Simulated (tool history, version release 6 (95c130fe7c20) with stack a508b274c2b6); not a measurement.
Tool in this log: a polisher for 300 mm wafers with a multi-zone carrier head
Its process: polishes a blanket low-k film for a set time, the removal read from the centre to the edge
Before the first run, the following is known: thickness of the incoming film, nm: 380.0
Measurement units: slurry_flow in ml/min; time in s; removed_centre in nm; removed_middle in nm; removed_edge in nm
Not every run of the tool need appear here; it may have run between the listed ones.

run,hour,slurry_flow,centre_zone,middle_zone,edge_zone,slurry_solids,time,removed_centre,removed_middle,removed_edge
1,0,160,1,1,1,1,41,13.709,14.48,13.97
2,8.6,160,1,1,0.95,1,41,14.167,14.019,13.785
3,14.1,165,1,1,0.97,1.05,41,14.926,14.856,14.267
4,22.8,170,1,0.99,0.99,1.05,41,14.279,14.805,14.496
5,27.5,170,1,0.99,0.93,1.05,41,14.7,14.63,14.132
6,28.9,170,1,0.99,0.93,0.85,41,12.427,12.741,12.146
7,36,170,1.01,1,0.95,0.9,41,13.365,12.976,12.835
8,44.9,170,1.01,1.02,0.98,0.95,41,13.504,14.051,13.577

Forecast run 9:
9,47.2,170,1.03,1.03,1,0.95,41,?,?,?

{"run 9": {"removed_centre": 14, "removed_middle": 14.377, "removed_edge": 13.661}}
